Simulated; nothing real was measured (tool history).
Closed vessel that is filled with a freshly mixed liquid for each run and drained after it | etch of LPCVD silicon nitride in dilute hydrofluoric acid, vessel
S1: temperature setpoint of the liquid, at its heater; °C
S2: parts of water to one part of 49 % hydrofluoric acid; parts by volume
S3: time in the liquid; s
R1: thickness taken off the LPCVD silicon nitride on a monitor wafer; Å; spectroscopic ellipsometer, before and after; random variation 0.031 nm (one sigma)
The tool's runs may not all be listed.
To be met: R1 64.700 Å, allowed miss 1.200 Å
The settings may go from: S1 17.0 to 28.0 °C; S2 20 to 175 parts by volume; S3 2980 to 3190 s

run  hour    S1   S2    S3      R1
  1   0.0  20.0   95  2980  98.806
  2   1.6  19.5  100  2980  90.256
  3   5.9  19.0  105  2980  84.116
  4  11.6  18.5  110  2980  76.912
  5  14.1  21.5  110  2980  93.357
  6  16.3  20.5  110  2980  87.709
  7  25.3  20.0  110  2980  85.078
  8  33.9  19.5  110  2980  82.686
  9  40.4  19.0  110  2980  80.048
     44.6  -- thermometer replaced
 10  44.6  18.5  110  2980  84.774
 11  50.7  18.0  115  2980  78.788
 12  57.3  18.0  120  2980  75.222

4 next moves are on the table. One of them brings every result within its allowed miss. Which?
  A  63.9  17.5  130  2980   ?
  B  63.9  18.0  145  3185   ?
  C  63.9  19.5  150  2995   ?
  D  63.9  17.0  140  3170   ?

move      R1
   A  66.953
   B  66.628
   C  67.096
   D  64.062
A: nearer than the last run, and not there yet
B: nearer than the last run, and not there yet
C: nearer than the last run, and not there yet
D: meets every target
Move D is the one to make.
